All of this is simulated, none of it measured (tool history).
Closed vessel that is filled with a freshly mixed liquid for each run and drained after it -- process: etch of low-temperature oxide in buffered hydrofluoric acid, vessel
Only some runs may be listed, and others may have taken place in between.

run    day  temperature setpoint of the liquid (C)  parts of 40 % ammonium fluoride to one part of 49 % hydrofluoric acid (parts by volume)  time in the liquid (s)  thickness taken off the low-temperature oxide on a monitor wafer (nm)
  1      0                                      21                                                                                      9.5                      30                                                                 53.308
  2  0.371                                      18                                                                                      9.5                      30                                                                 46.124
  3  0.542                                      18                                                                                      9.5                      30                                                                 45.158
  4  0.708                                      18                                                                                       12                      30                                                                 37.594
  5  0.883                                      18                                                                                       12                      30                                                                 36.982
  6  1.204                                      17                                                                                       12                      30                                                                 34.567
  7  1.429                                      19                                                                                       12                      30                                                                 38.803
  8  1.646                                    20.5                                                                                       12                      30                                                                 42.563

What will run 9 give?
  9  1.812                                    21.5                                                                                       12                      30                                                                      ?

Run 9 came out at thickness taken off the low-temperature oxide on a monitor wafer (nm) 45.71.
